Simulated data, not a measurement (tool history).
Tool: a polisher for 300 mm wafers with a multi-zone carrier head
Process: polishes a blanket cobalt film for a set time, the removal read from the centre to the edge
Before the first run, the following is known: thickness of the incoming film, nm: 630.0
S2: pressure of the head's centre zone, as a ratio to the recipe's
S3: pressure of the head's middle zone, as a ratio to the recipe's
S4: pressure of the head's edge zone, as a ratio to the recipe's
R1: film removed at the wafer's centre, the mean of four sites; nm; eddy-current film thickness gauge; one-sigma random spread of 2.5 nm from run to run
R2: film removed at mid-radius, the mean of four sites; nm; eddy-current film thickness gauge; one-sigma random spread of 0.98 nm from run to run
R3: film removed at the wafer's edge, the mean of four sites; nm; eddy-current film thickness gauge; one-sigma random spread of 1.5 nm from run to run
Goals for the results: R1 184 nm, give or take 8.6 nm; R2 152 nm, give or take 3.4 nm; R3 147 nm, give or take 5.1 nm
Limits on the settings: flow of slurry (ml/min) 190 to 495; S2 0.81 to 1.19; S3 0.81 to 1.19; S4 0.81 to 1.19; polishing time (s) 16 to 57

run 1 hour=0 | flow_of_slurry_(ml/min)=320 S2=1 S3=1 S4=1 polishing_time_(s)=36 | R1=221.2 R2=226.31 R3=220.06
run 2 hour=4.2 | flow_of_slurry_(ml/min)=320 S2=1.04 S3=1 S4=1 polishing_time_(s)=36 | R1=228.95 R2=226.26 R3=222.45
run 3 hour=11.9 | flow_of_slurry_(ml/min)=285 S2=1.04 S3=1 S4=1 polishing_time_(s)=36 | R1=235.24 R2=227.95 R3=221.88
run 4 hour=12.6 | flow_of_slurry_(ml/min)=275 S2=1.05 S3=0.98 S4=0.97 polishing_time_(s)=34 | R1=218.58 R2=208.88 R3=205.41
run 5 hour=18.1 | flow_of_slurry_(ml/min)=270 S2=1.08 S3=0.97 S4=0.94 polishing_time_(s)=32 | R1=211.57 R2=191.71 R3=188.59
run 6 hour=24 | flow_of_slurry_(ml/min)=270 S2=1.13 S3=0.97 S4=0.94 polishing_time_(s)=32 | R1=219.49 R2=194.41 R3=187.48
run 7 hour=29.9 | flow_of_slurry_(ml/min)=270 S2=1.14 S3=0.96 S4=0.92 polishing_time_(s)=31 | R1=216.43 R2=188.29 R3=180.66
run 8 hour=33 | flow_of_slurry_(ml/min)=275 S2=1.14 S3=0.95 S4=0.91 polishing_time_(s)=30 | R1=205.54 R2=177.47 R3=173.3
run 9 hour=38.4 | flow_of_slurry_(ml/min)=275 S2=1.15 S3=0.94 S4=0.89 polishing_time_(s)=29 | R1=196.49 R2=171.53 R3=164.02
run 10 hour=44.8 | flow_of_slurry_(ml/min)=275 S2=1.16 S3=0.93 S4=0.88 polishing_time_(s)=29 | R1=201.57 R2=169.44 R3=163.91
run 11 hour=53.5 | flow_of_slurry_(ml/min)=275 S2=1.16 S3=0.92 S4=0.87 polishing_time_(s)=29 | R1=206.91 R2=166.55 R3=164.35
run 12 hour=55.4 | flow_of_slurry_(ml/min)=275 S2=1.16 S3=0.92 S4=0.86 polishing_time_(s)=28 | R1=194.05 R2=162.04 R3=158.71
-- hour=61.8 slurry nozzle cleaned
run 13 hour=61.8 | flow_of_slurry_(ml/min)=275 S2=1.16 S3=0.92 S4=0.85 polishing_time_(s)=28 | R1=199.48 R2=167.34 R3=159.41
run 14 hour=68.5 | flow_of_slurry_(ml/min)=260 S2=1.14 S3=0.87 S4=0.81 polishing_time_(s)=25 | R1=178.38 R2=141.13 R3=139.9
run 15 hour=72.3 | flow_of_slurry_(ml/min)=270 S2=1.15 S3=0.88 S4=0.82 polishing_time_(s)=25 | R1=181.51 R2=144.56 R3=139.04
run 16 hour=74.1 | flow_of_slurry_(ml/min)=275 S2=1.15 S3=0.89 S4=0.83 polishing_time_(s)=25 | R1=181.09 R2=145.12 R3=140.93
run 17 hour=76.9 | flow_of_slurry_(ml/min)=275 S2=1.15 S3=0.9 S4=0.84 polishing_time_(s)=25 | R1=181.69 R2=146.93 R3=142.07
run 18 hour=80.3 | flow_of_slurry_(ml/min)=275 S2=1.15 S3=0.9 S4=0.85 polishing_time_(s)=25 | R1=181.75 R2=146.32 R3=144.19
run 19 hour=80.9 | flow_of_slurry_(ml/min)=280 S2=1.15 S3=0.91 S4=0.85 polishing_time_(s)=25 | R1=181.09 R2=147.01 R3=143.72
run 20 hour=86.8 | flow_of_slurry_(ml/min)=280 S2=1.15 S3=0.91 S4=0.85 polishing_time_(s)=25 | R1=178.93 R2=146.89 R3=143.48

Which single option among these 5 for the next run brings every result within its allowed miss of target? Just one does.
run A hour=92.7 | flow_of_slurry_(ml/min)=400 S2=1.14 S3=0.88 S4=0.82 polishing_time_(s)=24 | R1=? R2=? R3=?
run B hour=92.7 | flow_of_slurry_(ml/min)=315 S2=1.13 S3=0.87 S4=0.85 polishing_time_(s)=25 | R1=? R2=? R3=?
run C hour=92.7 | flow_of_slurry_(ml/min)=230 S2=1.16 S3=0.92 S4=0.84 polishing_time_(s)=26 | R1=? R2=? R3=?
run D hour=92.7 | flow_of_slurry_(ml/min)=195 S2=1.18 S3=0.99 S4=0.81 polishing_time_(s)=25 | R1=? R2=? R3=?
run E hour=92.7 | flow_of_slurry_(ml/min)=350 S2=1.15 S3=0.92 S4=0.81 polishing_time_(s)=24 | R1=? R2=? R3=?

move=A R1=175.13 R2=140.91 R3=139.9
move=B R1=177.05 R2=142.67 R3=145.93
move=C R1=182.55 R2=150.53 R3=147.25
move=D R1=174.64 R2=150.79 R3=137.1
move=E R1=174.76 R2=144.73 R3=137.99
A: moves away from the targets compared with the last run
B: moves away from the targets compared with the last run
C: all results in spec
D: the furthest-off result lands on target, but another misses its tolerance
E: moves away from the targets compared with the last run
The move that meets every target is C.
